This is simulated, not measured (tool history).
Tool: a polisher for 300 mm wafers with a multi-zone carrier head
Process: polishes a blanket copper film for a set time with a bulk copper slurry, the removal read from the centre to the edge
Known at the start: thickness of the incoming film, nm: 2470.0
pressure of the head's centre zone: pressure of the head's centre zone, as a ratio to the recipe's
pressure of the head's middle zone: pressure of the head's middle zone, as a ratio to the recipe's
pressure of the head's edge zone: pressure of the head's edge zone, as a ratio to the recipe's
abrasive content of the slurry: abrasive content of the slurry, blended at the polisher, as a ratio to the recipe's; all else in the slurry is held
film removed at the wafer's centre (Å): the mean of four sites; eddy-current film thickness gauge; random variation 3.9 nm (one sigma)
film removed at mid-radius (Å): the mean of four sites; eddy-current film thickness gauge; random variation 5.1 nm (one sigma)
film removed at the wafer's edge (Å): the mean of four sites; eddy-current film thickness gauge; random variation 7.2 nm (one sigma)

run,hour,flow of slurry (ml/min),pressure of the head's centre zone,pressure of the head's middle zone,pressure of the head's edge zone,abrasive content of the slurry,polishing time (s),film removed at the wafer's centre (Å),film removed at mid-radius (Å),film removed at the wafer's edge (Å)
1,0.0,140,1.00,1.00,1.00,1.00,59,4703.6,4478.5,4623.0
2,1.2,140,1.00,1.00,1.00,1.00,51,4032.4,4015.6,3966.1
3,10.1,140,1.00,1.00,1.00,1.10,51,4127.4,3996.9,4077.3
4,15.5,140,1.00,1.00,1.00,1.10,42,3393.4,3329.5,3300.7
5,19.8,145,1.02,1.01,1.03,1.15,44,3728.8,3548.7,3550.3
6,27.1,120,1.02,1.01,1.03,1.15,44,3533.6,3483.3,3405.0
7,30.0,135,1.03,1.01,1.05,1.20,45,3743.0,3577.3,3716.6
8,31.2,145,1.05,1.03,1.06,1.25,46,4090.7,3836.0,3827.2
9,31.8,155,1.06,1.03,1.08,1.30,47,4266.1,4002.2,3909.4
10,33.8,155,1.06,1.01,1.09,1.35,49,4502.1,4147.6,4093.5
11,36.0,155,1.06,0.99,1.11,1.35,50,4565.9,4135.0,4229.2
12,36.9,160,1.06,0.98,1.12,1.35,51,4754.0,4248.0,4429.5
13,39.4,165,1.06,0.97,1.13,1.35,51,4697.3,4163.8,4445.4
14,47.9,170,1.06,0.97,1.14,1.35,51,4775.6,4247.9,4435.7
15,53.1,175,1.06,0.96,1.15,1.35,52,4870.6,4274.7,4532.7
16,54.9,175,1.06,0.95,1.16,1.35,52,4807.4,4226.8,4613.6
17,60.6,180,1.06,0.95,1.17,1.35,52,4838.9,4255.5,4518.8
18,67.8,180,1.06,0.95,1.17,1.35,52,4897.4,4179.6,4530.4
19,70.3,180,1.06,0.95,1.17,1.35,53,5030.5,4408.0,4623.8

The next listed run, before its measurement:
20,71.4,180,1.06,0.95,1.17,1.35,53,?,?,?

Run 20 gave film removed at the wafer's centre (Å) 4963.2, film removed at mid-radius (Å) 4287.6, film removed at the wafer's edge (Å) 4669.3.

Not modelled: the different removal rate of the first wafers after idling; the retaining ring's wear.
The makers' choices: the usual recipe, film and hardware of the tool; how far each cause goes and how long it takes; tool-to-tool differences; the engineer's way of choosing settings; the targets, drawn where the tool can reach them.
